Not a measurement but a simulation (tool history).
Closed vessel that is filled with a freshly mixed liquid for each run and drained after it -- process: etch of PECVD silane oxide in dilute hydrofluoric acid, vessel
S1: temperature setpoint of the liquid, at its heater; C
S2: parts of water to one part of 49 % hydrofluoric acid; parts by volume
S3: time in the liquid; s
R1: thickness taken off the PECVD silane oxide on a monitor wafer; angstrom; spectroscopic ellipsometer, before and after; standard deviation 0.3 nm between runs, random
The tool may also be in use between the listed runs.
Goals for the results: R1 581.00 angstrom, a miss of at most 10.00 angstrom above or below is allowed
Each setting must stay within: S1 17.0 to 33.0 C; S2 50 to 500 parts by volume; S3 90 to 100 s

| run | hour | S1 | S2 | S3 | R1 |
|---|---|---|---|---|---|
| 1 | 0.0 | 25.0 | 275 | 90 | 144.54 |
| 2 | 4.1 | 27.5 | 205 | 90 | 229.66 |
| 3 | 7.9 | 27.5 | 205 | 90 | 229.67 |
| 4 | 17.2 | 27.5 | 295 | 90 | 145.46 |
| 5 | 18.1 | 27.5 | 230 | 90 | 199.83 |
| 6 | 21.8 | 24.5 | 230 | 90 | 178.08 |
| 7 | 23.5 | 27.0 | 180 | 90 | 265.44 |
| 8 | 29.6 | 29.0 | 150 | 90 | 353.31 |
| 9 | 36.5 | 30.0 | 135 | 90 | 420.63 |
| 10 | 38.9 | 31.0 | 130 | 90 | 452.50 |
| 11 | 47.3 | 31.5 | 125 | 90 | 483.98 |
| 12 | 52.8 | 32.0 | 120 | 90 | 514.12 |
| 13 | 60.8 | 32.5 | 115 | 90 | 551.25 |
| 14 | 67.8 | 33.0 | 105 | 90 | 622.81 |
| 15 | 76.4 | 32.5 | 105 | 90 | 608.51 |
| 16 | 85.0 | 32.0 | 105 | 90 | 604.29 |

Consider the 5 candidate settings below. Which is the only one whose results all fall within their allowed miss of target?
| A | 93.6 | 32.5 | 110 | 95 | ? |
| B | 93.6 | 32.5 | 125 | 100 | ? |
| C | 93.6 | 32.5 | 115 | 95 | ? |
| D | 93.6 | 32.5 | 115 | 100 | ? |
| E | 93.6 | 33.0 | 120 | 95 | ? |

| move | R1 |
|---|---|
| A | 617.39 |
| B | 559.55 |
| C | 586.23 |
| D | 617.09 |
| E | 567.83 |
A: lands further from the targets than the last run did
B: takes the result that was furthest off past its target
C: meets every target
D: lands further from the targets than the last run did
E: takes the result that was furthest off past its target
Go with C: it meets all targets.
